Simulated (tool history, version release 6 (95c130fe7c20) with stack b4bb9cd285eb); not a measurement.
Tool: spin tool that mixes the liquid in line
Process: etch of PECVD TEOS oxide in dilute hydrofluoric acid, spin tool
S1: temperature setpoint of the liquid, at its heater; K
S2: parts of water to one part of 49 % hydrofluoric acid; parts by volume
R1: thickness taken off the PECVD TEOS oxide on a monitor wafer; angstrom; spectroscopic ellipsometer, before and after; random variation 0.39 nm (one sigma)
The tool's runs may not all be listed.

{"run": 1, "hour": 0.0, "S1": 297.15, "S2": 135, "time under the liquid (s)": 280, "R1": 335.57}
{"run": 2, "hour": 6.6, "S1": 294.65, "S2": 135, "time under the liquid (s)": 280, "R1": 301.54}
{"run": 3, "hour": 14.0, "S1": 294.65, "S2": 135, "time under the liquid (s)": 300, "R1": 320.57}
{"run": 4, "hour": 14.6, "S1": 294.65, "S2": 110, "time under the liquid (s)": 300, "R1": 408.8}
{"run": 5, "hour": 19.9, "S1": 291.65, "S2": 110, "time under the liquid (s)": 300, "R1": 364.2}
{"run": 6, "hour": 20.9, "S1": 290.15, "S2": 110, "time under the liquid (s)": 300, "R1": 338.44}

Run 7 comes next. What will it give?
{"run": 7, "hour": 29.9, "S1": 292.65, "S2": 110, "time under the liquid (s)": 300, "R1": "?"}

Run 7 gave R1 370.12 angstrom.

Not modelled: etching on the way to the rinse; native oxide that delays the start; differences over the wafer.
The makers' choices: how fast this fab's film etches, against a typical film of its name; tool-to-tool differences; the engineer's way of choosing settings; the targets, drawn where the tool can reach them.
